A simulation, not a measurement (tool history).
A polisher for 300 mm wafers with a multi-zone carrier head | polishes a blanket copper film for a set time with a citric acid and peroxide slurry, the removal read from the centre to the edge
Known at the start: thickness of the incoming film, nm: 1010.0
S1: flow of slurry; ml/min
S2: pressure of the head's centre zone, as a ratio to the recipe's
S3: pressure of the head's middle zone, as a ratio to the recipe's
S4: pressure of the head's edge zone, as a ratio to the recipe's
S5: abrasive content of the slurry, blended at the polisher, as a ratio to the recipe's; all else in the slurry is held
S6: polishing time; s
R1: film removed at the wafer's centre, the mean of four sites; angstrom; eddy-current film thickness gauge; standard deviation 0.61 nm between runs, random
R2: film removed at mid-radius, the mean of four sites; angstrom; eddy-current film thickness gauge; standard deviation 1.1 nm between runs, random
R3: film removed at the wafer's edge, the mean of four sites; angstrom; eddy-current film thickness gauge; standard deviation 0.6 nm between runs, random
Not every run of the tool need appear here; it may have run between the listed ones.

run,hour,S1,S2,S3,S4,S5,S6,R1,R2,R3
1,0.0,160,1.00,1.00,1.00,1.00,47,987.04,1007.20,1052.30
2,0.9,160,0.95,1.00,1.00,1.00,47,925.13,997.53,1048.60
3,5.9,160,0.95,1.00,1.00,1.00,42,838.80,890.28,942.39
4,8.7,160,0.96,1.01,0.98,0.95,42,835.94,891.10,920.66
5,10.2,190,0.96,1.01,0.98,0.95,42,868.42,914.11,949.78
6,14.2,190,0.96,1.01,0.94,0.95,42,856.64,915.52,929.02
7,14.8,185,0.97,1.01,0.93,0.90,42,864.71,891.86,902.48

Forecast run 8:
8,21.3,180,0.97,1.02,0.92,0.90,42,?,?,?

{"run 8": {"R1": 840.1, "R2": 925.95, "R3": 894.07}}
